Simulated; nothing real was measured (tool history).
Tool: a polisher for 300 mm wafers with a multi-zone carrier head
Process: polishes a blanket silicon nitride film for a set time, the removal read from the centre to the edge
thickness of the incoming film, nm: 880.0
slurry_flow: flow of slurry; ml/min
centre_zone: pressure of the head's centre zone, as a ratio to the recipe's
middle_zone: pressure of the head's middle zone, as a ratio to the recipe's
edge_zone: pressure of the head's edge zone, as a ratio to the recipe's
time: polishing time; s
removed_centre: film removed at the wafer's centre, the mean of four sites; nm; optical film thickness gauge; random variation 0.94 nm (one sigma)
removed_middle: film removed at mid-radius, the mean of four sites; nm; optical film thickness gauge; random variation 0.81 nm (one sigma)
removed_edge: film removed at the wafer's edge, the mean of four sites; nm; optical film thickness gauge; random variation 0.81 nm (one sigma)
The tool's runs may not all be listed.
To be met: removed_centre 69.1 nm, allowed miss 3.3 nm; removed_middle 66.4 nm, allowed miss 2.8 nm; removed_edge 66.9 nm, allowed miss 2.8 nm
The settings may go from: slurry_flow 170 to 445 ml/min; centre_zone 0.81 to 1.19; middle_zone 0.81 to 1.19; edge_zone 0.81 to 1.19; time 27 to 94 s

| run | hour | slurry_flow | centre_zone | middle_zone | edge_zone | time | removed_centre | removed_middle | removed_edge |
|---|---|---|---|---|---|---|---|---|---|
| 1 | 0 | 285 | 1 | 1 | 1 | 60 | 82.38 | 80.542 | 80.638 |
| 2 | 7.7 | 285 | 0.92 | 1 | 1 | 60 | 75.453 | 81.532 | 82.968 |
| 3 | 14.3 | 285 | 0.93 | 0.99 | 0.98 | 58 | 73.342 | 77.763 | 76.333 |
| 4 | 18.4 | 280 | 0.93 | 0.96 | 0.97 | 58 | 71.385 | 76.25 | 76.998 |
| 5 | 20.2 | 280 | 0.93 | 0.89 | 0.97 | 58 | 71.81 | 70.428 | 77.548 |
| 6 | 24.4 | 250 | 0.93 | 0.89 | 0.97 | 58 | 72.24 | 70.085 | 75.837 |
| 7 | 29.3 | 245 | 0.93 | 0.89 | 0.95 | 57 | 69.11 | 69.094 | 73.82 |
| 8 | 31.2 | 240 | 0.94 | 0.89 | 0.93 | 57 | 72.929 | 69.582 | 73.943 |
| 9 | 38.7 | 235 | 0.94 | 0.89 | 0.92 | 56 | 67.774 | 67.518 | 73.218 |
| 10 | 41 | 235 | 0.96 | 0.91 | 0.92 | 55 | 69.36 | 67.172 | 71.581 |
| 11 | 46.8 | 235 | 0.97 | 0.92 | 0.91 | 54 | 69.214 | 67.163 | 70.215 |

5 next moves are on the table. One of them brings every result within its allowed miss. Which?
| A | 52.6 | 235 | 0.96 | 1.08 | 0.81 | 54 | ? | ? | ? |
| B | 52.6 | 240 | 0.92 | 0.88 | 0.94 | 56 | ? | ? | ? |
| C | 52.6 | 170 | 1.03 | 0.98 | 0.87 | 54 | ? | ? | ? |
| D | 52.6 | 315 | 0.89 | 0.93 | 0.99 | 53 | ? | ? | ? |
| E | 52.6 | 210 | 0.96 | 0.87 | 0.96 | 56 | ? | ? | ? |

| move | removed_centre | removed_middle | removed_edge |
|---|---|---|---|
| A | 67.725 | 76.933 | 66.629 |
| B | 67.362 | 67.322 | 74.232 |
| C | 69.417 | 67.98 | 66.812 |
| D | 63.518 | 68.511 | 73.421 |
| E | 69.12 | 65.656 | 74.125 |
A: brings the result that was furthest off to its target, and leaves another outside
B: further off than the last run
C: meets every target
D: further off than the last run
E: further off than the last run
Answer: C

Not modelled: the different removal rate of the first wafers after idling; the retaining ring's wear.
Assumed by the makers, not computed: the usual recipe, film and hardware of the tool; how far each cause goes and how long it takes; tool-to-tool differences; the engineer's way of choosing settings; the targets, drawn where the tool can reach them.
